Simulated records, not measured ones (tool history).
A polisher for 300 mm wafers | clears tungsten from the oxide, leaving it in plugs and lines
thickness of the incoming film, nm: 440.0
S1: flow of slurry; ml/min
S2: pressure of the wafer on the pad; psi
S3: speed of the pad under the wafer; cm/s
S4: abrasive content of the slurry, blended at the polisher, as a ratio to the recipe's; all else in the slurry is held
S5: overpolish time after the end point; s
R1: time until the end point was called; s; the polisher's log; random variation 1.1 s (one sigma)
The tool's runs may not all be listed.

| run | hour | S1 | S2 | S3 | S4 | S5 | R1 |
|---|---|---|---|---|---|---|---|
| 1 | 0 | 155 | 4.9 | 142 | 1 | 40 | 54.151 |
| 2 | 7.1 | 155 | 4.3 | 140 | 1 | 40 | 61.705 |
| 3 | 13.8 | 155 | 4.3 | 140 | 0.85 | 40 | 63.144 |
| 4 | 16.6 | 155 | 5.1 | 140 | 0.85 | 40 | 53.65 |
| 5 | 21.9 | 155 | 4.5 | 138 | 0.85 | 40 | 61.816 |
| 6 | 30.4 | 155 | 4.5 | 138 | 0.95 | 40 | 61.357 |
| 7 | 38 | 155 | 4 | 138 | 0.95 | 40 | 69.264 |
| 8 | 42.9 | 155 | 3.7 | 138 | 0.95 | 40 | 72.916 |

Forecast run 9:
| 9 | 44.8 | 155 | 3.4 | 138 | 0.95 | 40 | ? |

Run 9 gave R1 81.118 s.
